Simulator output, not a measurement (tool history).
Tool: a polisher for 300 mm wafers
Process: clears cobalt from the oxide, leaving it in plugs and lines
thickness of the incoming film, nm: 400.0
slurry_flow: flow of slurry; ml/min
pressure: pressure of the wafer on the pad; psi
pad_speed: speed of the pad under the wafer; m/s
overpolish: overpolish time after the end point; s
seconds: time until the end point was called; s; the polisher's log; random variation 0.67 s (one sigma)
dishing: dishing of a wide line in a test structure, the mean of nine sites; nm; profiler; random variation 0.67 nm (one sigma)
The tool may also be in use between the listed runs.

run	day	slurry_flow	pressure	pad_speed	overpolish	seconds	dishing
1	0	285	2.4	1.14	17	64.868	46.94
2	0.292	285	2.3	1.14	17	68.257	46.726
3	0.438	285	2.9	1.14	17	54.089	50.52
4	0.696	285	2.8	1.14	17	56.05	49.622
5	0.996	285	2.8	1.14	20	55.61	52.102
6	1.279	285	2.7	1.14	20	58.231	49.459

The next listed run, before its measurement:
7	1.633	285	2.6	1.14	22	?	?

seconds: 59.996 s
dishing: 49.651 nm
